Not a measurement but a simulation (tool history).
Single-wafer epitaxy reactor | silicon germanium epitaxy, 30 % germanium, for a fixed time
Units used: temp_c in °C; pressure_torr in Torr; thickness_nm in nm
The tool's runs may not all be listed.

{"run": 1, "hour": 0.0, "temp_c": 615, "pressure_torr": 16.7, "thickness_nm": 80.266}
{"run": 2, "hour": 2.8, "temp_c": 617, "pressure_torr": 16.7, "thickness_nm": 82.87}
{"run": 3, "hour": 9.9, "temp_c": 606, "pressure_torr": 16.7, "thickness_nm": 70.162}
{"run": 4, "hour": 17.7, "temp_c": 599, "pressure_torr": 16.7, "thickness_nm": 62.229}
{"run": 5, "hour": 20.8, "temp_c": 594, "pressure_torr": 16.7, "thickness_nm": 57.37}
{"run": 6, "hour": 25.9, "temp_c": 594, "pressure_torr": 15.3, "thickness_nm": 54.882}
{"run": 7, "hour": 32.8, "temp_c": 594, "pressure_torr": 15.3, "thickness_nm": 54.507}
{"run": 8, "hour": 41.4, "temp_c": 599, "pressure_torr": 15.4, "thickness_nm": 60.167}
{"run": 9, "hour": 49.4, "temp_c": 603, "pressure_torr": 15.5, "thickness_nm": 64.098}
{"run": 10, "hour": 57.1, "temp_c": 607, "pressure_torr": 15.6, "thickness_nm": 68.601}

Run 11, settings as shown, results not yet in. Your forecast:
{"run": 11, "hour": 59.9, "temp_c": 610, "pressure_torr": 15.7, "thickness_nm": "?"}

thickness_nm: 72.078 nm

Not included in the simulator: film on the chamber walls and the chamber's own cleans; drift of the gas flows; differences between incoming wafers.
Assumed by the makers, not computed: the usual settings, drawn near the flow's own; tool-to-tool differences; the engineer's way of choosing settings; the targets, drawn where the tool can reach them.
